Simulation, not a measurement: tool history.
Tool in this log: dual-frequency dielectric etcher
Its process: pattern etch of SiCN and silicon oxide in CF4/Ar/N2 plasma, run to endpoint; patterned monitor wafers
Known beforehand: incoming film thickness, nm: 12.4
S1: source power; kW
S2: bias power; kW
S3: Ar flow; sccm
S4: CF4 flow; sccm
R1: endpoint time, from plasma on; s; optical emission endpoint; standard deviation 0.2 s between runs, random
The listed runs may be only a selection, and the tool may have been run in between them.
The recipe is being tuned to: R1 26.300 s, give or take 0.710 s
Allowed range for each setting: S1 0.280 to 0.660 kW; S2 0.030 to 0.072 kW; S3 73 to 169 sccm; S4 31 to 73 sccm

run  hour     S1     S2   S3  S4      R1
  1   0.0  0.470  0.051  121  52  17.531
  2   8.9  0.430  0.049  123  52  19.661
  3  13.2  0.430  0.040  123  52  20.753
  4  16.3  0.410  0.040  123  52  21.742
  5  21.2  0.390  0.040  123  52  22.982
  6  27.5  0.380  0.040  123  52  23.506
  7  30.0  0.370  0.040  123  52  24.080
  8  33.8  0.360  0.040  123  52  24.933
  9  38.4  0.350  0.040  123  52  25.415

Consider the 5 candidate settings below. Which is the only one whose results all fall within their allowed miss of target?
  A  43.0  0.330  0.034  114  51   ?
  B  43.0  0.300  0.046  119  64   ?
  C  43.0  0.330  0.046  122  56   ?
  D  43.0  0.350  0.036  106  41   ?
  E  43.0  0.370  0.039  124  50   ?

move      R1
   A  28.534
   B  26.365
   C  24.953
   D  27.721
   E  24.749
A: pushes the last run's worst result past its target
B: all results in spec
C: moves away from the targets compared with the last run
D: pushes the last run's worst result past its target
E: moves away from the targets compared with the last run
Correct choice: B, which meets every target
